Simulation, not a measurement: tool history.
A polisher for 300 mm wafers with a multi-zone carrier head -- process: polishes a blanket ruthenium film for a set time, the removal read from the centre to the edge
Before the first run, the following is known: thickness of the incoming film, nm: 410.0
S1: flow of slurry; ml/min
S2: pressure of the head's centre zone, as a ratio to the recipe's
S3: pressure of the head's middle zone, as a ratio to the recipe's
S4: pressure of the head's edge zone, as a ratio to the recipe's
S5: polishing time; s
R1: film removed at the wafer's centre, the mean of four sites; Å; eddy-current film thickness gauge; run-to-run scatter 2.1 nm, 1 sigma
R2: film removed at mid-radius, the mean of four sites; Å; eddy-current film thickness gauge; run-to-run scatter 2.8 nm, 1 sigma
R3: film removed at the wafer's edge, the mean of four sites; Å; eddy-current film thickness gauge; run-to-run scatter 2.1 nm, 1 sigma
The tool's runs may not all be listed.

| run | hour | S1 | S2 | S3 | S4 | S5 | R1 | R2 | R3 |
|---|---|---|---|---|---|---|---|---|---|
| 1 | 0.0 | 215 | 1.00 | 1.00 | 1.00 | 80 | 1585.8 | 1589.7 | 1530.7 |
| 2 | 4.2 | 225 | 1.01 | 1.04 | 1.02 | 84 | 1654.6 | 1685.7 | 1656.7 |
| 3 | 5.4 | 225 | 1.02 | 1.07 | 0.99 | 88 | 1731.9 | 1845.6 | 1713.9 |
| 4 | 8.9 | 275 | 1.02 | 1.07 | 0.99 | 88 | 1851.0 | 1859.5 | 1730.9 |
| 5 | 13.3 | 310 | 1.02 | 1.07 | 0.99 | 88 | 1816.8 | 1907.6 | 1747.5 |
| 6 | 15.9 | 275 | 1.02 | 1.07 | 0.99 | 88 | 1799.1 | 1867.7 | 1753.5 |
| 7 | 17.9 | 280 | 1.03 | 1.09 | 0.98 | 90 | 1873.6 | 1922.4 | 1754.2 |

Forecast run 8:
| 8 | 25.8 | 285 | 1.03 | 1.11 | 0.98 | 92 | ? | ? | ? |

{"run 8": {"R1": 1919.7, "R2": 1985.6, "R3": 1803.9}}
